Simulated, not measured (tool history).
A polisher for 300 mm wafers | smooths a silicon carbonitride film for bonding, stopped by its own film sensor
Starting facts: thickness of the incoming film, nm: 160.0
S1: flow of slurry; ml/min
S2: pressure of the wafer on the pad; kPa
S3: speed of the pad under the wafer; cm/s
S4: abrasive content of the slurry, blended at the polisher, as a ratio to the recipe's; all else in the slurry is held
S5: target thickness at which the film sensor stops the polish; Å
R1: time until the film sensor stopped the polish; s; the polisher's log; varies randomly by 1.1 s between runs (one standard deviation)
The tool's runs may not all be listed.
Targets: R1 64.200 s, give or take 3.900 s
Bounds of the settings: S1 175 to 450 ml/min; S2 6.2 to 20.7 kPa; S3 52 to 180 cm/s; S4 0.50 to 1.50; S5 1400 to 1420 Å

Run 1, hour 0.0: S1 290 ml/min, S2 13.1 kPa, S3 116 cm/s, S4 1.00, S5 1400 Å. Result: R1 90.733 s.
Run 2, hour 0.6: S1 290 ml/min, S2 14.5 kPa, S3 118 cm/s, S4 1.00, S5 1400 Å. Result: R1 81.248 s.
Run 3, hour 8.7: S1 290 ml/min, S2 15.2 kPa, S3 120 cm/s, S4 1.00, S5 1400 Å. Result: R1 75.978 s.
Run 4, hour 11.0: S1 290 ml/min, S2 15.2 kPa, S3 98 cm/s, S4 1.00, S5 1400 Å. Result: R1 90.186 s.
Run 5, hour 17.8: S1 290 ml/min, S2 16.5 kPa, S3 100 cm/s, S4 1.00, S5 1400 Å. Result: R1 80.805 s.
Run 6, hour 26.4: S1 290 ml/min, S2 14.5 kPa, S3 100 cm/s, S4 1.00, S5 1400 Å. Result: R1 91.249 s.
Run 7, hour 28.2: S1 290 ml/min, S2 15.9 kPa, S3 102 cm/s, S4 1.00, S5 1400 Å. Result: R1 83.819 s.
Run 8, hour 34.7: S1 290 ml/min, S2 17.2 kPa, S3 104 cm/s, S4 1.00, S5 1400 Å. Result: R1 76.338 s.
Run 9, hour 40.5: S1 290 ml/min, S2 17.2 kPa, S3 104 cm/s, S4 1.00, S5 1400 Å. Result: R1 72.813 s.
Run 10, hour 44.2: S1 290 ml/min, S2 17.9 kPa, S3 104 cm/s, S4 1.00, S5 1400 Å. Result: R1 72.515 s.
Run 11, hour 52.9: S1 290 ml/min, S2 18.6 kPa, S3 104 cm/s, S4 1.00, S5 1400 Å. Result: R1 69.759 s.

Which one of the following 5 next-run settings gets every result inside its allowed miss? There is exactly one.
Run A, hour 61.6: S1 290 ml/min, S2 19.3 kPa, S3 120 cm/s, S4 1.00, S5 1420 Å. Result: R1 ?.
Run B, hour 61.6: S1 280 ml/min, S2 19.3 kPa, S3 106 cm/s, S4 1.05, S5 1420 Å. Result: R1 ?.
Run C, hour 61.6: S1 310 ml/min, S2 20.7 kPa, S3 102 cm/s, S4 1.05, S5 1420 Å. Result: R1 ?.
Run D, hour 61.6: S1 285 ml/min, S2 17.2 kPa, S3 98 cm/s, S4 1.10, S5 1400 Å. Result: R1 ?.
Run E, hour 61.6: S1 265 ml/min, S2 17.9 kPa, S3 116 cm/s, S4 0.95, S5 1410 Å. Result: R1 ?.

move      R1
   A  54.088
   B  58.102
   C  55.373
   D  74.584
   E  65.485
A: carries the result that was furthest off beyond its target, to the other side
B: carries the result that was furthest off beyond its target, to the other side
C: carries the result that was furthest off beyond its target, to the other side
D: further off than the last run
E: meets every target
The move that meets every target is E.

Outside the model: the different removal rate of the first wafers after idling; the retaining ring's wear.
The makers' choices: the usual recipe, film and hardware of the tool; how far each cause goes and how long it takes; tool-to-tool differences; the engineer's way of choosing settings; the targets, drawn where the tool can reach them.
